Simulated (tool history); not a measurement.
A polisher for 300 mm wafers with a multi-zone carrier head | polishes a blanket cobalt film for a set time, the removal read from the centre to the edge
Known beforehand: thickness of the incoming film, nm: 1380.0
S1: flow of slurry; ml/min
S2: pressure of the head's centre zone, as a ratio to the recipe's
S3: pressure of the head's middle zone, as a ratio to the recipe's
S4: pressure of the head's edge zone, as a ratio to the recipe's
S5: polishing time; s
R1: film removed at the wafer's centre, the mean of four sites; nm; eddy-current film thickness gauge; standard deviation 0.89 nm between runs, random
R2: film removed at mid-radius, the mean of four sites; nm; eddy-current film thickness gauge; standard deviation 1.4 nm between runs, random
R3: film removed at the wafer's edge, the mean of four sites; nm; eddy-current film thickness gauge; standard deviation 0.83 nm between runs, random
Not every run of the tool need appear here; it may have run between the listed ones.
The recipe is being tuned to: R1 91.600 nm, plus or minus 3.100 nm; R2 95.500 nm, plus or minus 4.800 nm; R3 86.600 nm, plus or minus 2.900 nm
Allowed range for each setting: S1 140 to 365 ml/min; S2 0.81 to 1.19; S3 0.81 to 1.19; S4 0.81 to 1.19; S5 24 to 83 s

{"run": 1, "hour": 0.0, "S1": 235, "S2": 1.0, "S3": 1.0, "S4": 1.0, "S5": 53, "R1": 179.54, "R2": 173.63, "R3": 175.51}
{"run": 2, "hour": 7.1, "S1": 235, "S2": 1.08, "S3": 1.0, "S4": 1.0, "S5": 53, "R1": 189.95, "R2": 174.41, "R3": 174.74}
{"run": 3, "hour": 13.9, "S1": 210, "S2": 1.04, "S3": 1.0, "S4": 0.95, "S5": 45, "R1": 155.64, "R2": 146.47, "R3": 144.01}
{"run": 4, "hour": 17.0, "S1": 190, "S2": 1.01, "S3": 1.01, "S4": 0.92, "S5": 39, "R1": 130.45, "R2": 127.3, "R3": 123.61}
{"run": 5, "hour": 21.4, "S1": 185, "S2": 1.0, "S3": 1.02, "S4": 0.9, "S5": 35, "R1": 114.2, "R2": 113.49, "R3": 108.22}
{"run": 6, "hour": 27.5, "S1": 185, "S2": 0.99, "S3": 1.03, "S4": 0.88, "S5": 33, "R1": 107.69, "R2": 104.85, "R3": 101.71}
{"run": 7, "hour": 29.4, "S1": 180, "S2": 0.98, "S3": 1.06, "S4": 0.86, "S5": 32, "R1": 103.0, "R2": 105.93, "R3": 96.776}
{"run": 8, "hour": 38.3, "S1": 180, "S2": 0.97, "S3": 1.06, "S4": 0.85, "S5": 31, "R1": 97.703, "R2": 100.48, "R3": 94.218}
{"run": 9, "hour": 43.0, "S1": 180, "S2": 0.97, "S3": 1.07, "S4": 0.84, "S5": 30, "R1": 94.791, "R2": 99.395, "R3": 89.836}
{"run": 10, "hour": 47.5, "S1": 180, "S2": 0.97, "S3": 1.07, "S4": 0.83, "S5": 30, "R1": 94.734, "R2": 103.55, "R3": 88.747}

Exactly one of the 5 candidate moves below puts every result within its allowed miss. Which one?
{"run": "A", "hour": 52.0, "S1": 140, "S2": 1.07, "S3": 0.91, "S4": 0.96, "S5": 30, "R1": "?", "R2": "?", "R3": "?"}
{"run": "B", "hour": 52.0, "S1": 210, "S2": 1.02, "S3": 0.94, "S4": 0.92, "S5": 27, "R1": "?", "R2": "?", "R3": "?"}
{"run": "C", "hour": 52.0, "S1": 225, "S2": 0.97, "S3": 1.05, "S4": 0.85, "S5": 28, "R1": "?", "R2": "?", "R3": "?"}
{"run": "D", "hour": 52.0, "S1": 190, "S2": 0.95, "S3": 1.02, "S4": 0.93, "S5": 30, "R1": "?", "R2": "?", "R3": "?"}
{"run": "E", "hour": 52.0, "S1": 175, "S2": 1.03, "S3": 1.06, "S4": 0.85, "S5": 30, "R1": "?", "R2": "?", "R3": "?"}

move=A R1=99.126 R2=82.212 R3=93.337
move=B R1=90.908 R2=80.537 R3=85.984
move=C R1=90.526 R2=91.895 R3=86.438
move=D R1=92.716 R2=94.190 R3=94.999
move=E R1=99.326 R2=95.967 R3=90.364
A: takes the result that was furthest off past its target
B: takes the result that was furthest off past its target
C: all results land within tolerance of their targets
D: meets the target for the result that was furthest off, but another lies outside its allowed miss
E: meets the target for the result that was furthest off, but another lies outside its allowed miss
C meets every target.
